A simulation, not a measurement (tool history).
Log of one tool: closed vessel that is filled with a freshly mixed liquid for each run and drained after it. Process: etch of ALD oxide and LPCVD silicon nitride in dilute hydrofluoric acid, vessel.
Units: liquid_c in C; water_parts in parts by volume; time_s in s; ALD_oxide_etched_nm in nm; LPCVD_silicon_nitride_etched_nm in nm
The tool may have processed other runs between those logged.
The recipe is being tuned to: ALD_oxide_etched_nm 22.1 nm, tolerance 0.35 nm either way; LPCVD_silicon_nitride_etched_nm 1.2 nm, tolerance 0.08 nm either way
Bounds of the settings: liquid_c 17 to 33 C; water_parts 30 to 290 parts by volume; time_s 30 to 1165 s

run  hour  liquid_c  water_parts  time_s  ALD_oxide_etched_nm  LPCVD_silicon_nitride_etched_nm
  1     0        25          160     595               44.481                           1.9951
  2   3.6      27.5          160     595               49.356                           2.4199
  3    11      27.5          205     595               36.272                           1.7685
  4  14.7        30          205     595               39.491                            2.169
  5    22      31.5          205     595               41.474                           2.3784
  6  31.3        33          205     595               43.794                            2.659
  7  37.3      31.5          225     600               37.371                           2.1467
  8  42.1      30.5          240     600                33.38                           1.8409
  9  43.3        30          255     590               29.775                           1.7014
 10  48.5        29          265     590               27.145                           1.5311
 11  56.7      28.5          270     595               26.421                           1.4874
 12  63.1        28          275     595               25.594                           1.3919
 13  72.1        28          280     590               24.745                           1.3938
 14  78.2      27.5          285     590               23.809                           1.3137
 15  79.7      27.5          285     585               23.502                           1.3102

Below are 5 possible settings for the next run. Only one of them brings all results inside the allowed miss of their targets. Which is it?
  A  81.2        27          260     515                    ?                                ?
  B  81.2      23.5          185     370                    ?                                ?
  C  81.2      27.5          270     510                    ?                                ?
  D  81.2      26.5          250     500                    ?                                ?
  E  81.2      21.5          225     520                    ?                                ?

move  ALD_oxide_etched_nm  LPCVD_silicon_nitride_etched_nm
   A               23.027                           1.1781
   B               22.233                          0.95646
   C               22.097                           1.1572
   D                 23.1                           1.1545
   E                22.87                          0.97567
A: closer than the last run, but not yet in spec
B: puts the biggest miss on target and leaves a different result outside tolerance
C: every result lands within tolerance
D: closer than the last run, but not yet in spec
E: closer than the last run, but not yet in spec
Move C is the one to make.
